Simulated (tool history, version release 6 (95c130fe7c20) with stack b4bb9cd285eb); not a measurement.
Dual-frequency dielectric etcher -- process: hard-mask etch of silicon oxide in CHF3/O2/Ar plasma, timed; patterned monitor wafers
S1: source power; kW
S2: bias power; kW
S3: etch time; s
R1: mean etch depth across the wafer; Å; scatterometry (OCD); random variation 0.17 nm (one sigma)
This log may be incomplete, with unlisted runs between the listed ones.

Run 1, hour 0.0: S1 0.600 kW, S2 0.136 kW, S3 12 s. Result: R1 244.25 Å.
Run 2, hour 5.7: S1 0.620 kW, S2 0.137 kW, S3 12 s. Result: R1 249.20 Å.
Run 3, hour 10.3: S1 0.550 kW, S2 0.137 kW, S3 12 s. Result: R1 232.11 Å.
Run 4, hour 12.2: S1 0.570 kW, S2 0.138 kW, S3 12 s. Result: R1 238.50 Å.
Run 5, hour 19.5: S1 0.660 kW, S2 0.138 kW, S3 12 s. Result: R1 261.21 Å.
Run 6, hour 27.3: S1 0.670 kW, S2 0.138 kW, S3 12 s. Result: R1 259.86 Å.

Forecast run 7:
Run 7, hour 36.0: S1 0.670 kW, S2 0.138 kW, S3 12 s. Result: R1 ?.

R1: 259.71 Å
